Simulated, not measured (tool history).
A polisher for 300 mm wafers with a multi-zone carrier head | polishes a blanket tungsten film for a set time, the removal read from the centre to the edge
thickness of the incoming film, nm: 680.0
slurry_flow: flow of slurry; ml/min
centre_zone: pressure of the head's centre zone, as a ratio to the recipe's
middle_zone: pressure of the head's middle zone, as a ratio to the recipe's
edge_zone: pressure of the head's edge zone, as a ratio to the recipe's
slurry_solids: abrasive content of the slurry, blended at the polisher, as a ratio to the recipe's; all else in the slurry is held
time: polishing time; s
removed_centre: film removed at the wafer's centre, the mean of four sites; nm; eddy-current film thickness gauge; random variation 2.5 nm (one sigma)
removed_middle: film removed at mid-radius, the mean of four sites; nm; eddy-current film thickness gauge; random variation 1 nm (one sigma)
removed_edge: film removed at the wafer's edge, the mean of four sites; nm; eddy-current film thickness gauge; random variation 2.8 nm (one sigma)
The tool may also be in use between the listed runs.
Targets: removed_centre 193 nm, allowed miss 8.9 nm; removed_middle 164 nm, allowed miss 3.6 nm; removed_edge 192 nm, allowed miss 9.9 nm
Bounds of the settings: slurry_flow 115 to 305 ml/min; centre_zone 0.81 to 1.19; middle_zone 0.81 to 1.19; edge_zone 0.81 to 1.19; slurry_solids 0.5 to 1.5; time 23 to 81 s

run,hour,slurry_flow,centre_zone,middle_zone,edge_zone,slurry_solids,time,removed_centre,removed_middle,removed_edge
1,0,195,1,1,1,1,52,205.38,202.68,202.33
2,8.7,195,1,1,0.95,1,52,210.85,203.73,200.55
3,15.1,185,1,0.97,0.95,1,52,202.58,197.6,194.49
4,17.9,185,1,1.01,0.95,1,52,201.44,203.77,194.89
5,21.9,185,1.04,1.01,0.95,1,52,208.13,203.25,199.28
6,27.5,175,1.05,0.98,0.97,1,52,206.54,197.98,205.11
7,33.1,175,1.05,0.95,0.96,0.95,52,206.31,187.63,191.85
8,34,165,1.05,0.93,0.98,0.95,52,206.51,181.58,194.07
9,36.3,155,1.04,0.92,0.99,0.95,52,202.5,178.15,193.15
10,44.6,150,1.04,0.91,1,0.95,52,193.63,174.27,195.38
11,48.2,145,1.05,0.9,1,0.95,52,197.8,171.89,198.81
12,49.9,140,1.05,0.89,0.99,0.95,52,194.6,169.71,192.4
13,55.2,135,1.05,0.89,0.99,0.95,52,195.81,166.5,188.71
14,60.5,135,1.05,0.89,1,0.95,52,196.54,167.43,185.98
15,69.3,135,1.05,0.89,1.01,0.95,52,190.57,168.29,192.3

5 next moves are on the table. One of them brings every result within its allowed miss. Which?
A,78.1,115,1.09,0.94,0.92,1.05,52,?,?,?
B,78.1,135,1.15,0.92,1.13,0.85,51,?,?,?
C,78.1,130,0.97,0.95,0.99,0.95,54,?,?,?
D,78.1,135,1.03,0.91,1.04,1.05,51,?,?,?
E,78.1,150,1.05,0.95,0.99,0.9,50,?,?,?

move,removed_centre,removed_middle,removed_edge
A,192.29,172.66,181.23
B,195.07,165.06,192.51
C,188.42,182.84,194.74
D,191.4,172.38,194.53
E,188.16,172.92,182.38
A: further off than the last run
B: meets every target
C: further off than the last run
D: further off than the last run
E: further off than the last run
Move B is the one to make.

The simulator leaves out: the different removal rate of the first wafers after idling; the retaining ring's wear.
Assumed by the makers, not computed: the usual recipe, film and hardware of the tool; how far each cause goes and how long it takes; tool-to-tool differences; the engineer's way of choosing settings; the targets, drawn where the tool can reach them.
